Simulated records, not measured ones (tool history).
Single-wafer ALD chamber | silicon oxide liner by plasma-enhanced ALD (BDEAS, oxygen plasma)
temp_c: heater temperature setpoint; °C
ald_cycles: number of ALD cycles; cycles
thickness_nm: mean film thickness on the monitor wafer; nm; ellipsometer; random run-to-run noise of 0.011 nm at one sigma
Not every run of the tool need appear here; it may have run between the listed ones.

run,day,temp_c,ald_cycles,thickness_nm
1,0.000,325,34,3.0454
2,0.375,318,34,3.0846
3,0.458,320,31,2.8248
4,0.600,320,33,2.9920
5,0.629,320,30,2.7356
6,0.988,322,28,2.5187
7,1.075,326,27,2.4310
8,1.212,327,24,2.1735

For run 9, what comes out?
9,1.338,326,24,?

thickness_nm: 2.1671 nm
